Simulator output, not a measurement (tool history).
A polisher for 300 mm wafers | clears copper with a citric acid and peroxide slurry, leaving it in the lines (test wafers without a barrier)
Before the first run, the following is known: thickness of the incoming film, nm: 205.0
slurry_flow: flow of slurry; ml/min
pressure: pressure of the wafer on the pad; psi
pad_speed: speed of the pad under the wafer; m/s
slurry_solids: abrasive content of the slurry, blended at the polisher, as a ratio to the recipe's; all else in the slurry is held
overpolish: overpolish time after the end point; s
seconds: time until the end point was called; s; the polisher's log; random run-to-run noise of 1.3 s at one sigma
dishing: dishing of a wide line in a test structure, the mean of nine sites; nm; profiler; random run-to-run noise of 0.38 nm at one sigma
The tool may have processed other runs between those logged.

run  hour  slurry_flow  pressure  pad_speed  slurry_solids  overpolish  seconds  dishing
  1     0          275       2.1        1.4              1           8   116.98    11.36
  2   2.9          275       2.1        1.4              1           5   111.83   7.1109
  3   8.7          275       2.6        1.4              1           5   91.115   8.8878
  4  13.1          275       2.6        1.4            1.2           5   84.821   9.0502
  5  13.9          265       2.6       1.52           1.15           6   82.974   11.293
  6  20.6          265       2.3       1.52           1.15           6   92.504    10.14
  7  24.9          255       2.4       1.62            1.1           7   86.394   12.829

Run 8, settings as shown, results not yet in. Your forecast:
  8  31.8          245       2.6       1.66           1.05           8        ?        ?

seconds: 76.876 s
dishing: 15.485 nm
